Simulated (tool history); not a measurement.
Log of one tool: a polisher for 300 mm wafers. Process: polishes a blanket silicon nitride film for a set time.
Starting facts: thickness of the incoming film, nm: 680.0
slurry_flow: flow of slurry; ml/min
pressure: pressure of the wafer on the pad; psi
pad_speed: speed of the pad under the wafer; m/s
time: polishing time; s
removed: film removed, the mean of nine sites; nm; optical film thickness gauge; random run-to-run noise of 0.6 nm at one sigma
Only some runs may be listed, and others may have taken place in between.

Run 1, hour 0: slurry_flow 200 ml/min, pressure 4.5 psi, pad_speed 1.1 m/s, time 30 s. Result: removed 65.614 nm.
Run 2, hour 1.4: slurry_flow 200 ml/min, pressure 4.5 psi, pad_speed 1.26 m/s, time 30 s. Result: removed 71.411 nm.
Run 3, hour 4.1: slurry_flow 200 ml/min, pressure 4.1 psi, pad_speed 1.26 m/s, time 30 s. Result: removed 65.468 nm.
Run 4, hour 7: slurry_flow 200 ml/min, pressure 4.1 psi, pad_speed 1.16 m/s, time 30 s. Result: removed 61.431 nm.
Run 5, hour 8.1: slurry_flow 200 ml/min, pressure 3.9 psi, pad_speed 1.16 m/s, time 30 s. Result: removed 57.315 nm.
Run 6, hour 13.9: slurry_flow 200 ml/min, pressure 3.9 psi, pad_speed 1 m/s, time 30 s. Result: removed 53.588 nm.
Run 7, hour 14.4: slurry_flow 200 ml/min, pressure 3.8 psi, pad_speed 1 m/s, time 30 s. Result: removed 50.358 nm.

Run 8, settings as shown, results not yet in. Your forecast:
Run 8, hour 22.1: slurry_flow 200 ml/min, pressure 3.7 psi, pad_speed 1 m/s, time 30 s. Result: removed ?.

{"run 8": {"removed": 49.875}}
